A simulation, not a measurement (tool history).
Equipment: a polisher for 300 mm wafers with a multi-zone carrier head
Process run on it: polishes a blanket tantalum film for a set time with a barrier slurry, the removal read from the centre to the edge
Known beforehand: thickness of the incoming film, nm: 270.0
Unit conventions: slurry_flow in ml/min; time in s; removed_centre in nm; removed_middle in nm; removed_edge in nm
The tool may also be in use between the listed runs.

| run | hour | slurry_flow | centre_zone | middle_zone | edge_zone | slurry_solids | time | removed_centre | removed_middle | removed_edge |
|---|---|---|---|---|---|---|---|---|---|---|
| 1 | 0 | 260 | 1 | 1 | 1 | 1 | 44 | 78.414 | 81.278 | 77.195 |
| 2 | 6.5 | 265 | 1.01 | 1.01 | 1.02 | 1.05 | 44 | 80.161 | 81.107 | 79.605 |
| 3 | 12.8 | 265 | 1.01 | 1.01 | 1.05 | 1.05 | 44 | 80.922 | 82.252 | 82.308 |
| 4 | 20.5 | 270 | 1.02 | 1.03 | 1.06 | 1.05 | 44 | 80.134 | 83.414 | 80.877 |
| 5 | 28.8 | 270 | 1.02 | 0.97 | 1.06 | 1.05 | 44 | 79.167 | 80.34 | 82.595 |
| 6 | 30.3 | 270 | 1.02 | 0.97 | 1.06 | 0.85 | 44 | 76.054 | 75.727 | 77.512 |
| 7 | 32.8 | 275 | 1.03 | 0.99 | 1.07 | 0.9 | 44 | 79.175 | 78.654 | 80.592 |
| 8 | 34.2 | 280 | 1.04 | 1.01 | 1.08 | 0.95 | 44 | 81.568 | 81.994 | 80.507 |
| 9 | 39.1 | 285 | 1.05 | 1.02 | 1.09 | 1 | 44 | 82.322 | 81.83 | 83.965 |
| 10 | 45.9 | 285 | 1.06 | 1.04 | 1.09 | 1.05 | 44 | 84.411 | 83.575 | 82.783 |
| 11 | 46.7 | 290 | 1.07 | 1.05 | 1.1 | 1.1 | 44 | 87.523 | 85.088 | 84.317 |
| 12 | 50.1 | 295 | 1.07 | 1.06 | 1.11 | 1.15 | 44 | 87.353 | 87.558 | 86.534 |
| 13 | 58.9 | 300 | 1.08 | 1.07 | 1.11 | 1.15 | 44 | 88.026 | 88.131 | 85.958 |

For run 14, what comes out?
| 14 | 59.6 | 300 | 1.09 | 1.08 | 1.12 | 1.15 | 44 | ? | ? | ? |

Logged for run 14: removed_centre 90.967 nm, removed_middle 88.561 nm, removed_edge 86.175 nm.
